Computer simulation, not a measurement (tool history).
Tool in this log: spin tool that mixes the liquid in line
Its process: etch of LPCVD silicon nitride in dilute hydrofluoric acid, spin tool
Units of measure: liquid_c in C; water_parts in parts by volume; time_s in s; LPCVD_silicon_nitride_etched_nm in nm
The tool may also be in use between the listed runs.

| run | hour | liquid_c | water_parts | time_s | LPCVD_silicon_nitride_etched_nm |
|---|---|---|---|---|---|
| 1 | 0.0 | 24 | 110 | 50 | 0.24646 |
| 2 | 8.9 | 24 | 110 | 50 | 0.24145 |
| 3 | 11.2 | 23 | 120 | 45 | 0.18370 |
| 4 | 18.7 | 23 | 80 | 45 | 0.27727 |
| 5 | 24.0 | 23 | 115 | 45 | 0.19754 |
| 6 | 29.0 | 23 | 100 | 45 | 0.22573 |
| 7 | 31.3 | 23 | 100 | 45 | 0.22531 |

Run 8, settings as shown, results not yet in. Your forecast:
| 8 | 38.7 | 22 | 105 | 45 | ? |

Run 8 gave LPCVD_silicon_nitride_etched_nm 0.19122 nm.
